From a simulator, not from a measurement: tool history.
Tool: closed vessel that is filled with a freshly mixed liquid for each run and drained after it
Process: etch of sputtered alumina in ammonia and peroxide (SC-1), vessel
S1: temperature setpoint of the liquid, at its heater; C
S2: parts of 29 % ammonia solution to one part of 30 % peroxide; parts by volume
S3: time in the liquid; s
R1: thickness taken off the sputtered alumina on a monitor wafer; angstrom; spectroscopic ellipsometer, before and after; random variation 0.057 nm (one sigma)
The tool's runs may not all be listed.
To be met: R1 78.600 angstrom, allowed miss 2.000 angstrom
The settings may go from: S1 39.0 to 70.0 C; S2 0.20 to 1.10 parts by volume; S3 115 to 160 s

run  hour    S1    S2   S3       R1
  1   0.0  55.0  0.60  160  165.390
  2   4.0  51.5  0.60  160  136.530
  3   9.8  54.0  0.60  160  153.900
  4  11.3  54.0  0.60  160  155.620
  5  16.7  54.0  0.60  115  112.930
  6  21.5  54.0  0.60  115  112.540
  7  25.6  52.0  0.60  115  100.800
  8  30.2  46.5  0.60  115   73.650
  9  32.4  47.0  0.60  115   76.583

Which of these 4 next moves meets every target?
  A  34.6  41.5  0.65  150   ?
  B  34.6  40.5  0.75  160   ?
  C  34.6  44.5  0.50  140   ?
  D  34.6  42.0  0.75  145   ?

move      R1
   A  73.242
   B  74.693
   C  79.285
   D  73.893
A: further off than the last run
B: further off than the last run
C: meets every target
D: further off than the last run
Answer: C
